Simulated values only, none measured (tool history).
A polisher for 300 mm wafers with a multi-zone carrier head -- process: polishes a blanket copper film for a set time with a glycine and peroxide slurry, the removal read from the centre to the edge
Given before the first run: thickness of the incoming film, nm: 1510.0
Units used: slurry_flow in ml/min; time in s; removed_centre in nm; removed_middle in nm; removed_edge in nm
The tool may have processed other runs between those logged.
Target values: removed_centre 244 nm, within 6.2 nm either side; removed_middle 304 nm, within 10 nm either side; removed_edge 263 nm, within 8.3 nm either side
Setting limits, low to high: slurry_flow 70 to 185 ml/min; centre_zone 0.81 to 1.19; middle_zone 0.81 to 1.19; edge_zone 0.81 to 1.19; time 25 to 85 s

{"run": 1, "day": 0.0, "slurry_flow": 120, "centre_zone": 1, "middle_zone": 1, "edge_zone": 1, "time": 55, "removed_centre": 322.51, "removed_middle": 313.38, "removed_edge": 322.86}
{"run": 2, "day": 0.212, "slurry_flow": 115, "centre_zone": 0.99, "middle_zone": 1.01, "edge_zone": 0.98, "time": 55, "removed_centre": 316.01, "removed_middle": 313.53, "removed_edge": 314.74}
{"run": 3, "day": 0.517, "slurry_flow": 115, "centre_zone": 1.07, "middle_zone": 1.01, "edge_zone": 0.98, "time": 55, "removed_centre": 343.47, "removed_middle": 310.52, "removed_edge": 318.08}
{"run": 4, "day": 0.654, "slurry_flow": 115, "centre_zone": 1.07, "middle_zone": 1.01, "edge_zone": 1.06, "time": 55, "removed_centre": 340.12, "removed_middle": 314.94, "removed_edge": 328.84}
{"run": 5, "day": 0.912, "slurry_flow": 110, "centre_zone": 1.05, "middle_zone": 1.02, "edge_zone": 1.04, "time": 55, "removed_centre": 334.14, "removed_middle": 318.41, "removed_edge": 322.29}
{"run": 6, "day": 0.967, "slurry_flow": 105, "centre_zone": 1.03, "middle_zone": 1.03, "edge_zone": 1.02, "time": 55, "removed_centre": 323.23, "removed_middle": 307.74, "removed_edge": 314.64}
{"run": 7, "day": 1.117, "slurry_flow": 105, "centre_zone": 1.01, "middle_zone": 1.05, "edge_zone": 1.01, "time": 55, "removed_centre": 314.46, "removed_middle": 311.73, "removed_edge": 314.74}
{"run": 8, "day": 1.171, "slurry_flow": 105, "centre_zone": 0.99, "middle_zone": 1.07, "edge_zone": 0.99, "time": 55, "removed_centre": 308.34, "removed_middle": 318.84, "removed_edge": 311.12}
{"run": 9, "day": 1.333, "slurry_flow": 100, "centre_zone": 0.98, "middle_zone": 1.08, "edge_zone": 0.97, "time": 55, "removed_centre": 302.64, "removed_middle": 314.64, "removed_edge": 304.27}
{"run": 10, "day": 1.371, "slurry_flow": 100, "centre_zone": 0.97, "middle_zone": 1.09, "edge_zone": 0.96, "time": 55, "removed_centre": 295.53, "removed_middle": 325.82, "removed_edge": 298.19}
{"run": 11, "day": 1.671, "slurry_flow": 95, "centre_zone": 0.96, "middle_zone": 1.09, "edge_zone": 0.95, "time": 55, "removed_centre": 286.95, "removed_middle": 313.56, "removed_edge": 301.72}
{"run": 12, "day": 1.912, "slurry_flow": 95, "centre_zone": 0.95, "middle_zone": 1.1, "edge_zone": 0.94, "time": 55, "removed_centre": 283.91, "removed_middle": 315.55, "removed_edge": 292.61}
{"run": 13, "day": 2.275, "slurry_flow": 70, "centre_zone": 0.85, "middle_zone": 1.12, "edge_zone": 0.88, "time": 54, "removed_centre": 218.69, "removed_middle": 279.08, "removed_edge": 260.13}
{"run": 14, "day": 2.392, "slurry_flow": 100, "centre_zone": 0.88, "middle_zone": 1.14, "edge_zone": 0.81, "time": 53, "removed_centre": 259.12, "removed_middle": 324.18, "removed_edge": 271.99}

Which of these 5 next moves meets every target?
{"run": "A", "day": 2.508, "slurry_flow": 95, "centre_zone": 0.85, "middle_zone": 1.15, "edge_zone": 0.82, "time": 56, "removed_centre": "?", "removed_middle": "?", "removed_edge": "?"}
{"run": "B", "day": 2.508, "slurry_flow": 105, "centre_zone": 0.91, "middle_zone": 1.12, "edge_zone": 0.84, "time": 50, "removed_centre": "?", "removed_middle": "?", "removed_edge": "?"}
{"run": "C", "day": 2.508, "slurry_flow": 75, "centre_zone": 0.92, "middle_zone": 1.17, "edge_zone": 0.83, "time": 58, "removed_centre": "?", "removed_middle": "?", "removed_edge": "?"}
{"run": "D", "day": 2.508, "slurry_flow": 70, "centre_zone": 0.87, "middle_zone": 1.11, "edge_zone": 0.89, "time": 59, "removed_centre": "?", "removed_middle": "?", "removed_edge": "?"}
{"run": "E", "day": 2.508, "slurry_flow": 80, "centre_zone": 0.88, "middle_zone": 1.13, "edge_zone": 0.81, "time": 54, "removed_centre": "?", "removed_middle": "?", "removed_edge": "?"}

move=A removed_centre=262.02 removed_middle=336.62 removed_edge=283.17
move=B removed_centre=259.05 removed_middle=303.23 removed_edge=261.18
move=C removed_centre=262.61 removed_middle=322.52 removed_edge=277.71
move=D removed_centre=243.55 removed_middle=303.6 removed_edge=285.95
move=E removed_centre=242.13 removed_middle=299.73 removed_edge=260.5
A: its largest miss is bigger than the last run's
B: no better and no worse than the last run
C: its largest miss is bigger than the last run's
D: corrects the largest miss of the last run, while another result sits out of spec
E: meets every target
The right move is E.

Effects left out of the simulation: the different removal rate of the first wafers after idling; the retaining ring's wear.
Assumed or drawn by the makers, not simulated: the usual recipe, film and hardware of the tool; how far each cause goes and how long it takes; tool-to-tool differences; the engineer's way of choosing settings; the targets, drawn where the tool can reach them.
